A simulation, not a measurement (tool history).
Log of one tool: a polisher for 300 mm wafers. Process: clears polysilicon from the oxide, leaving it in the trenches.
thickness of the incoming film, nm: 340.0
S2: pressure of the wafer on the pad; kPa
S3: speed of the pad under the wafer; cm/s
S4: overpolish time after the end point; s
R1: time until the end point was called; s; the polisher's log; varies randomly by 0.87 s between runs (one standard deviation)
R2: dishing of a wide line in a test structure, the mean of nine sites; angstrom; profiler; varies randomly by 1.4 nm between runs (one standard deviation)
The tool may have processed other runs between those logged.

Run 1, hour 0: flow of slurry (ml/min) 125, S2 18.6 kPa, S3 90 cm/s, S4 17 s. Result: R1 31.836 s, R2 663.65 angstrom.
Run 2, hour 0.9: flow of slurry (ml/min) 125, S2 18.6 kPa, S3 106 cm/s, S4 17 s. Result: R1 27.554 s, R2 664.97 angstrom.
Run 3, hour 3.6: flow of slurry (ml/min) 125, S2 18.6 kPa, S3 86 cm/s, S4 17 s. Result: R1 33.807 s, R2 650.97 angstrom.
Run 4, hour 9.6: flow of slurry (ml/min) 145, S2 18.6 kPa, S3 86 cm/s, S4 17 s. Result: R1 33.27 s, R2 666.94 angstrom.
Run 5, hour 17.9: flow of slurry (ml/min) 145, S2 17.2 kPa, S3 84 cm/s, S4 19 s. Result: R1 34.476 s, R2 676.49 angstrom.
Run 6, hour 19.5: flow of slurry (ml/min) 145, S2 17.2 kPa, S3 84 cm/s, S4 13 s. Result: R1 34.116 s, R2 587.49 angstrom.
Run 7, hour 24.3: flow of slurry (ml/min) 145, S2 15.9 kPa, S3 80 cm/s, S4 16 s. Result: R1 38.181 s, R2 622.46 angstrom.
Run 8, hour 28.4: flow of slurry (ml/min) 145, S2 14.5 kPa, S3 78 cm/s, S4 18 s. Result: R1 42.15 s, R2 630.2 angstrom.

For run 9, what comes out?
Run 9, hour 29.6: flow of slurry (ml/min) 145, S2 13.8 kPa, S3 78 cm/s, S4 19 s. Result: R1 ?, R2 ?.

{"run 9": {"R1": 44.48, "R2": 611.68}}
